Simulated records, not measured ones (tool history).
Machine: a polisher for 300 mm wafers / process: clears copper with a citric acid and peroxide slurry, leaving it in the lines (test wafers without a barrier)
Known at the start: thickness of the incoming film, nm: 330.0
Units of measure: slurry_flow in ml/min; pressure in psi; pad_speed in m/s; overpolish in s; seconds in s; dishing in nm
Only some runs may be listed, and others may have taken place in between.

Run 1, hour 0.0: slurry_flow 280 ml/min, pressure 3.9 psi, pad_speed 1.42 m/s, slurry_solids 1.0, overpolish 28 s. Result: seconds 91.077 s, dishing 62.485 nm.
Run 2, hour 4.4: slurry_flow 280 ml/min, pressure 4.0 psi, pad_speed 1.42 m/s, slurry_solids 1.0, overpolish 32 s. Result: seconds 88.195 s, dishing 68.121 nm.
Run 3, hour 10.6: slurry_flow 335 ml/min, pressure 4.0 psi, pad_speed 1.42 m/s, slurry_solids 1.0, overpolish 32 s. Result: seconds 89.900 s, dishing 70.046 nm.
Run 4, hour 15.9: slurry_flow 335 ml/min, pressure 4.1 psi, pad_speed 1.42 m/s, slurry_solids 1.0, overpolish 35 s. Result: seconds 87.039 s, dishing 77.274 nm.
Run 5, hour 19.8: slurry_flow 380 ml/min, pressure 4.1 psi, pad_speed 1.42 m/s, slurry_solids 1.0, overpolish 35 s. Result: seconds 86.619 s, dishing 79.866 nm.
Run 6, hour 25.4: slurry_flow 380 ml/min, pressure 4.1 psi, pad_speed 1.42 m/s, slurry_solids 1.0, overpolish 37 s. Result: seconds 86.477 s, dishing 86.196 nm.

What will run 7 give?
Run 7, hour 31.3: slurry_flow 380 ml/min, pressure 4.1 psi, pad_speed 1.42 m/s, slurry_solids 1.0, overpolish 38 s. Result: seconds ?, dishing ?.

Run 7 came out at seconds 85.282 s, dishing 86.923 nm.

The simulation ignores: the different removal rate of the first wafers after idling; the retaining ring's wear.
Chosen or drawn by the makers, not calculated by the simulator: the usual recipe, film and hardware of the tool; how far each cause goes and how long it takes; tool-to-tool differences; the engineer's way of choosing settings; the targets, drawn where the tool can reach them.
